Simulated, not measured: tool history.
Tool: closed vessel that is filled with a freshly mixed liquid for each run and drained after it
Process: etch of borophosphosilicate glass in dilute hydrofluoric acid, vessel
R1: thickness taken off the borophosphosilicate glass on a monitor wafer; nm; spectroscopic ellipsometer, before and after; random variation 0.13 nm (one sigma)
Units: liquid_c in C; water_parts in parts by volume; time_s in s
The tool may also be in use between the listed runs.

{"run": 1, "hour": 0.0, "liquid_c": 24, "water_parts": 260, "time_s": 40, "R1": 6.8266}
{"run": 2, "hour": 5.7, "liquid_c": 26.5, "water_parts": 230, "time_s": 40, "R1": 8.5877}
{"run": 3, "hour": 7.8, "liquid_c": 26.5, "water_parts": 195, "time_s": 40, "R1": 10.708}
{"run": 4, "hour": 16.1, "liquid_c": 28, "water_parts": 190, "time_s": 40, "R1": 11.615}
{"run": 5, "hour": 21.6, "liquid_c": 29, "water_parts": 190, "time_s": 40, "R1": 11.882}
{"run": 6, "hour": 23.3, "liquid_c": 30, "water_parts": 185, "time_s": 40, "R1": 12.858}
{"run": 7, "hour": 29.5, "liquid_c": 30.5, "water_parts": 185, "time_s": 40, "R1": 13.125}

Run 8 comes next. What will it give?
{"run": 8, "hour": 32.5, "liquid_c": 31, "water_parts": 185, "time_s": 40, "R1": "?"}

R1: 13.222 nm
